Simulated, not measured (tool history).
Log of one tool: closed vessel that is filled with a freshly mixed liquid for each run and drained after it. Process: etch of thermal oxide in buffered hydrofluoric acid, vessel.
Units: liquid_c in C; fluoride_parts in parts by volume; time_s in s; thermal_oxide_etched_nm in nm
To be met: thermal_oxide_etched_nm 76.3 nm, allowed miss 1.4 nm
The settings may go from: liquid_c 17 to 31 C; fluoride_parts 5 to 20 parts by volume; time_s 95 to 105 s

run  hour  liquid_c  fluoride_parts  time_s  thermal_oxide_etched_nm
  1     0        23              12      95                   84.172
  2   2.5      22.5              12      95                   82.406
  3   6.2      22.5            10.5      95                   93.547
  4  11.4      21.5            10.5      95                   88.228
  5  17.6        21            10.5      95                   86.485
  6  26.9      20.5            10.5      95                   84.123
  7  31.6        20            10.5      95                   81.402
  8  40.2      19.5            10.5      95                   79.373

Which of these 4 next moves meets every target?
  A  48.8      21.5              13     105                        ?
  B  48.8        19            11.5     100                        ?
  C  48.8        17            10.5     105                        ?
  D  48.8        17             9.5     100                        ?

move  thermal_oxide_etched_nm
   A                   79.829
   B                   74.552
   C                   76.383
   D                   80.209
A: further off than the last run
B: takes the result that was furthest off past its target
C: meets every target
D: further off than the last run
Answer: C

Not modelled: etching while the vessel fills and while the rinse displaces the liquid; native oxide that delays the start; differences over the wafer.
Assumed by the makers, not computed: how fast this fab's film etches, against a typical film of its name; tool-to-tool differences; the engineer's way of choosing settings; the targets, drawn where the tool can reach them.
